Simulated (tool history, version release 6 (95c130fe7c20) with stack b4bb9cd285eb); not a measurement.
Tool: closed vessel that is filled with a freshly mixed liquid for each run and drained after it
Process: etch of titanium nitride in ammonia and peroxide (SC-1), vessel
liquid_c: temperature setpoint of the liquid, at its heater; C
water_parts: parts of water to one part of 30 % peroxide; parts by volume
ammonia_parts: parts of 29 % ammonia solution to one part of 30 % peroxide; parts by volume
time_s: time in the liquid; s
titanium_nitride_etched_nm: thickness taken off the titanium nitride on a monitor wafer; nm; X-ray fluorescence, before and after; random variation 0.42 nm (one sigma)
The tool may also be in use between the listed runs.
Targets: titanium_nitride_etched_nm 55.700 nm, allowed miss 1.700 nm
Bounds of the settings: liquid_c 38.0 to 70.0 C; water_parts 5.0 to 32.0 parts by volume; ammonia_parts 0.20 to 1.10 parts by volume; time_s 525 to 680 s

| run | hour | liquid_c | water_parts | ammonia_parts | time_s | titanium_nitride_etched_nm |
|---|---|---|---|---|---|---|
| 1 | 0.0 | 54.0 | 17.5 | 0.60 | 680 | 25.652 |
| 2 | 5.8 | 54.0 | 17.5 | 0.75 | 680 | 26.224 |
| 3 | 14.8 | 59.0 | 17.5 | 0.75 | 680 | 37.058 |
| 4 | 19.6 | 62.5 | 17.5 | 0.75 | 680 | 46.849 |
| 5 | 24.7 | 63.0 | 17.5 | 0.75 | 680 | 48.111 |
| 6 | 29.7 | 63.5 | 17.5 | 0.75 | 680 | 49.864 |
| 7 | 38.1 | 64.0 | 17.5 | 0.75 | 680 | 51.363 |
| 8 | 42.8 | 64.5 | 17.5 | 0.75 | 680 | 52.803 |

5 next moves are on the table. One of them brings every result within its allowed miss. Which?
| A | 47.5 | 66.0 | 16.0 | 0.75 | 535 | ? |
| B | 47.5 | 66.0 | 13.5 | 0.85 | 585 | ? |
| C | 47.5 | 67.0 | 17.0 | 0.60 | 625 | ? |
| D | 47.5 | 67.0 | 18.0 | 0.65 | 545 | ? |
| E | 47.5 | 64.5 | 14.5 | 0.60 | 610 | ? |

| move | titanium_nitride_etched_nm |
|---|---|
| A | 47.327 |
| B | 57.895 |
| C | 54.759 |
| D | 46.948 |
| E | 49.744 |
A: further off than the last run
B: takes the result that was furthest off past its target
C: meets every target
D: further off than the last run
E: further off than the last run
Move C is the one to make.
